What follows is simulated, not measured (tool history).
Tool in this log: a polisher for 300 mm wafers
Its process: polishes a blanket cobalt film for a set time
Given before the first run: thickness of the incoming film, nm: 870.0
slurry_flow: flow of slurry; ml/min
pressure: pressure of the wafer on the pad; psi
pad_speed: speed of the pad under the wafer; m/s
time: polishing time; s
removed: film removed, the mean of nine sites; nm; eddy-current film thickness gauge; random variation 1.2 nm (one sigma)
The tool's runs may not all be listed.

Run 1, day 0.000: slurry_flow 185 ml/min, pressure 2.0 psi, pad_speed 1.02 m/s, time 35 s. Result: removed 151.27 nm.
Run 2, day 0.154: slurry_flow 185 ml/min, pressure 1.9 psi, pad_speed 1.02 m/s, time 35 s. Result: removed 143.48 nm.
Run 3, day 0.188: slurry_flow 185 ml/min, pressure 1.9 psi, pad_speed 1.02 m/s, time 35 s. Result: removed 144.41 nm.
Run 4, day 0.483: slurry_flow 160 ml/min, pressure 1.9 psi, pad_speed 1.02 m/s, time 35 s. Result: removed 142.92 nm.
Run 5, day 0.804: slurry_flow 160 ml/min, pressure 1.8 psi, pad_speed 1.02 m/s, time 35 s. Result: removed 136.18 nm.
Run 6, day 0.896: slurry_flow 160 ml/min, pressure 1.7 psi, pad_speed 1.02 m/s, time 35 s. Result: removed 126.97 nm.
Run 7, day 1.171: slurry_flow 160 ml/min, pressure 1.6 psi, pad_speed 1.02 m/s, time 35 s. Result: removed 122.16 nm.
Run 8, day 1.300: slurry_flow 160 ml/min, pressure 1.6 psi, pad_speed 1.02 m/s, time 35 s. Result: removed 121.20 nm.

Run 9 comes next. What will it give?
Run 9, day 1.654: slurry_flow 160 ml/min, pressure 1.5 psi, pad_speed 1.02 m/s, time 35 s. Result: removed ?.

{"run 9": {"removed": 111.66}}
